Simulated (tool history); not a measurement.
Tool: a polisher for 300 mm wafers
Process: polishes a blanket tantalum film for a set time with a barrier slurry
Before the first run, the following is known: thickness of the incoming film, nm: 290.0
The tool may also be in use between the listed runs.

| run | hour | flow of slurry (ml/min) | pressure of the wafer on the pad (kPa) | speed of the pad under the wafer (m/s) | abrasive content of the slurry | polishing time (s) | film removed (angstrom) |
|---|---|---|---|---|---|---|---|
| 1 | 0 | 280 | 11 | 1.02 | 1 | 40 | 595.59 |
| 2 | 3.7 | 280 | 8.3 | 1.02 | 1 | 40 | 476.9 |
| 3 | 7 | 280 | 7.6 | 1.02 | 1 | 40 | 453.5 |
| 4 | 12.3 | 280 | 7.6 | 1.26 | 1 | 40 | 553.13 |
| 5 | 18.7 | 280 | 6.9 | 1.24 | 1 | 40 | 509.32 |
| 6 | 27.5 | 280 | 6.2 | 1.22 | 1 | 40 | 468.62 |

What will run 7 give?
| 7 | 31.7 | 280 | 6.2 | 1.2 | 1 | 40 | ? |

film removed (angstrom): 466.05
